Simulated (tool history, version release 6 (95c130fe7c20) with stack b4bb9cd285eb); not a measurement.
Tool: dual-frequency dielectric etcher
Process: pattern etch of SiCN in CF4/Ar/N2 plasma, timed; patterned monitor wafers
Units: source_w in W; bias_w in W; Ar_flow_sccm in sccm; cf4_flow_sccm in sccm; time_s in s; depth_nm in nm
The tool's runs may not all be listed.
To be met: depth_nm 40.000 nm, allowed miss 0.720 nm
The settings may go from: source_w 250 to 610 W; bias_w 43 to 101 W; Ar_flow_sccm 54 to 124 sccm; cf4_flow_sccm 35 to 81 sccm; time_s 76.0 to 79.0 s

| run | day | source_w | bias_w | Ar_flow_sccm | cf4_flow_sccm | time_s | depth_nm |
|---|---|---|---|---|---|---|---|
| 1 | 0.000 | 430 | 72 | 89 | 58 | 76.0 | 60.518 |
| 2 | 0.033 | 430 | 72 | 78 | 58 | 76.0 | 61.978 |
| 3 | 0.400 | 430 | 82 | 78 | 58 | 76.0 | 66.581 |
| 4 | 0.479 | 410 | 79 | 79 | 58 | 76.0 | 61.899 |
| 5 | 0.600 | 410 | 79 | 94 | 58 | 76.0 | 59.175 |
| 6 | 0.638 | 390 | 78 | 94 | 58 | 76.0 | 55.853 |
| 7 | 0.733 | 370 | 78 | 94 | 58 | 76.0 | 52.420 |
| 8 | 0.908 | 360 | 78 | 94 | 58 | 76.0 | 51.607 |
| 9 | 0.975 | 350 | 78 | 94 | 58 | 76.0 | 49.551 |
| 10 | 1.217 | 340 | 78 | 94 | 58 | 76.0 | 48.425 |
| 11 | 1.458 | 330 | 78 | 94 | 58 | 76.0 | 46.666 |
| 12 | 1.808 | 320 | 78 | 94 | 58 | 76.0 | 44.871 |
| 13 | 1.958 | 310 | 78 | 94 | 58 | 76.0 | 43.892 |

Which of these 5 next moves meets every target?
| A | 2.108 | 280 | 75 | 101 | 53 | 79.0 | ? |
| B | 2.108 | 330 | 72 | 98 | 59 | 78.0 | ? |
| C | 2.108 | 250 | 87 | 77 | 70 | 77.5 | ? |
| D | 2.108 | 280 | 79 | 93 | 57 | 76.0 | ? |
| E | 2.108 | 300 | 65 | 94 | 61 | 79.0 | ? |

| move | depth_nm |
|---|---|
| A | 38.627 |
| B | 46.037 |
| C | 38.602 |
| D | 39.106 |
| E | 40.316 |
A: takes the result that was furthest off past its target
B: further off than the last run
C: takes the result that was furthest off past its target
D: takes the result that was furthest off past its target
E: meets every target
Answer: E
